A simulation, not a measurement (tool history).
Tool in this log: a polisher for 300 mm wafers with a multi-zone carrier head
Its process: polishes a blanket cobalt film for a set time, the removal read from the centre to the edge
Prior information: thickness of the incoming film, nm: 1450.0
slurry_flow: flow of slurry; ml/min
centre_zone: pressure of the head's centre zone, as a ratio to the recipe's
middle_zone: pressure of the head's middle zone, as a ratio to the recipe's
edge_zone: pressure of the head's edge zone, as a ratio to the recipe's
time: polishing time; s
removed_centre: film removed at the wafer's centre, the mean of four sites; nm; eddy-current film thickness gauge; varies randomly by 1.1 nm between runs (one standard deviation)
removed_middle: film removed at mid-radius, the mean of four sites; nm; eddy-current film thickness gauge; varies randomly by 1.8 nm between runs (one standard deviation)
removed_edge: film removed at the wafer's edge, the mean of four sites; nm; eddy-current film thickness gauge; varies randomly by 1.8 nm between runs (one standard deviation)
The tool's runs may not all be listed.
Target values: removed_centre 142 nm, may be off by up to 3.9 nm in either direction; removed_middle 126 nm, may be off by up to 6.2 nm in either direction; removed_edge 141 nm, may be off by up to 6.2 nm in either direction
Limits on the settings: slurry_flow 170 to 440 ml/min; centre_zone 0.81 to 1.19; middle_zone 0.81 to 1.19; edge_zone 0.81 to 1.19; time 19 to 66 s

| run | hour | slurry_flow | centre_zone | middle_zone | edge_zone | time | removed_centre | removed_middle | removed_edge |
|---|---|---|---|---|---|---|---|---|---|
| 1 | 0 | 280 | 1 | 1 | 1 | 42 | 218.3 | 210.04 | 214.48 |
| 2 | 7.8 | 275 | 0.99 | 0.97 | 0.98 | 38 | 195.63 | 190.17 | 192.11 |
| 3 | 11.8 | 275 | 0.99 | 0.97 | 0.95 | 38 | 196.28 | 191.65 | 188.72 |
| 4 | 14.7 | 270 | 0.99 | 0.94 | 0.96 | 35 | 177.68 | 170.05 | 176.57 |
| 5 | 21.6 | 270 | 1.07 | 0.94 | 0.96 | 35 | 193.15 | 167.76 | 173.97 |
| 6 | 27.6 | 270 | 1.07 | 0.97 | 0.96 | 35 | 192.6 | 173.82 | 176.04 |
| 7 | 31.8 | 265 | 1.05 | 0.94 | 0.96 | 33 | 179.66 | 162.02 | 167.83 |
| 8 | 39.8 | 265 | 1.04 | 0.92 | 0.96 | 31 | 166.13 | 142.47 | 156.64 |
| 9 | 41.9 | 260 | 1.02 | 0.9 | 0.94 | 30 | 155.54 | 141.03 | 144.94 |
| 10 | 43.6 | 250 | 1.01 | 0.89 | 0.95 | 30 | 153.5 | 137.42 | 146.64 |
| 11 | 48.1 | 240 | 1 | 0.88 | 0.95 | 30 | 151.49 | 138.57 | 146.49 |
| 12 | 52.4 | 240 | 1 | 0.87 | 0.95 | 30 | 149.56 | 130.59 | 147.45 |

5 candidate next runs follow, results not yet known. Just one meets every target within its allowed miss. Identify it.
| A | 56.7 | 180 | 1.06 | 0.81 | 0.97 | 29 | ? | ? | ? |
| B | 56.7 | 210 | 1.01 | 0.88 | 1.01 | 28 | ? | ? | ? |
| C | 56.7 | 170 | 1.01 | 0.99 | 0.99 | 30 | ? | ? | ? |
| D | 56.7 | 240 | 1.03 | 0.84 | 0.93 | 29 | ? | ? | ? |
| E | 56.7 | 210 | 0.92 | 0.81 | 1.13 | 30 | ? | ? | ? |

| move | removed_centre | removed_middle | removed_edge |
|---|---|---|---|
| A | 147.63 | 117.67 | 140.06 |
| B | 140.09 | 125.03 | 140.58 |
| C | 143.76 | 142.12 | 144.73 |
| D | 151.26 | 127.14 | 142.17 |
| E | 136.55 | 125.19 | 159.44 |
A: better than the last run, though not everything is in spec
B: meets every target
C: brings the result that was furthest off to its target, and leaves another outside
D: the biggest miss grows against the last run
E: moves the result that the last run missed by most past its target, out the other side
Answer: B
